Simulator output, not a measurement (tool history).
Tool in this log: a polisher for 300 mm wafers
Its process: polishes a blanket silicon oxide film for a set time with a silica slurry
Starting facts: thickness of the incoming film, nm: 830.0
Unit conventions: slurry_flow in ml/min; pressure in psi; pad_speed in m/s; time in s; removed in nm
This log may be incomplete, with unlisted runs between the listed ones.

run 1 hour=0 | slurry_flow=235 pressure=5.5 pad_speed=1.08 slurry_solids=1 time=76 | removed=370.77
run 2 hour=6.7 | slurry_flow=235 pressure=6.4 pad_speed=1.08 slurry_solids=1 time=76 | removed=431.59
run 3 hour=12.4 | slurry_flow=235 pressure=6.4 pad_speed=1.08 slurry_solids=1 time=76 | removed=423.34
run 4 hour=13.6 | slurry_flow=235 pressure=6.4 pad_speed=1.08 slurry_solids=1 time=79 | removed=448.95
run 5 hour=19.6 | slurry_flow=235 pressure=6.4 pad_speed=0.92 slurry_solids=1 time=79 | removed=393.19
run 6 hour=24.7 | slurry_flow=270 pressure=6.4 pad_speed=0.92 slurry_solids=1 time=79 | removed=402.76
run 7 hour=26.8 | slurry_flow=270 pressure=5.2 pad_speed=0.86 slurry_solids=1 time=79 | removed=314.17
run 8 hour=30 | slurry_flow=270 pressure=4.4 pad_speed=0.82 slurry_solids=1 time=79 | removed=256.11
run 9 hour=33.5 | slurry_flow=265 pressure=3.8 pad_speed=0.82 slurry_solids=1 time=79 | removed=222.45

Predict the results of run 10:
run 10 hour=37.3 | slurry_flow=255 pressure=3.5 pad_speed=0.82 slurry_solids=1 time=79 | removed=?

Run 10 yielded removed 197.13 nm.
